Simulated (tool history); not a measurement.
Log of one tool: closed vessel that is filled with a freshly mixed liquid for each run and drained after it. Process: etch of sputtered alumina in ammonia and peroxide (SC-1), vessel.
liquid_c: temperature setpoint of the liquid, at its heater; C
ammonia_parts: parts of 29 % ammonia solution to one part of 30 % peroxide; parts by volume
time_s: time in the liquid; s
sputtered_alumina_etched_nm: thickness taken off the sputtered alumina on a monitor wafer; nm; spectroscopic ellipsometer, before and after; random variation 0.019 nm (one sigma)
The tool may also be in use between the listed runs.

run  hour  liquid_c  ammonia_parts  time_s  sputtered_alumina_etched_nm
  1     0        61           0.55      30                       4.1922
  2   5.2      54.5           0.55      30                       2.9706
  3     6        57           0.55      30                       3.4006
  4  14.6        57            0.7      30                         3.48
  5  17.7        59            0.7      30                         3.87
  6  22.5      60.5            0.7      30                       4.1573
  7  29.9      61.5            0.7      30                       4.3739
  8  38.6      62.5            0.7      30                       4.6058
  9  46.4        63            0.7      30                       4.7179
 10  51.7      63.5            0.7      30                       4.8328
 11  56.8        64            0.7      30                       4.9957

The next listed run, before its measurement:
 12  58.4      64.5            0.7      30                            ?

sputtered_alumina_etched_nm: 5.0871 nm

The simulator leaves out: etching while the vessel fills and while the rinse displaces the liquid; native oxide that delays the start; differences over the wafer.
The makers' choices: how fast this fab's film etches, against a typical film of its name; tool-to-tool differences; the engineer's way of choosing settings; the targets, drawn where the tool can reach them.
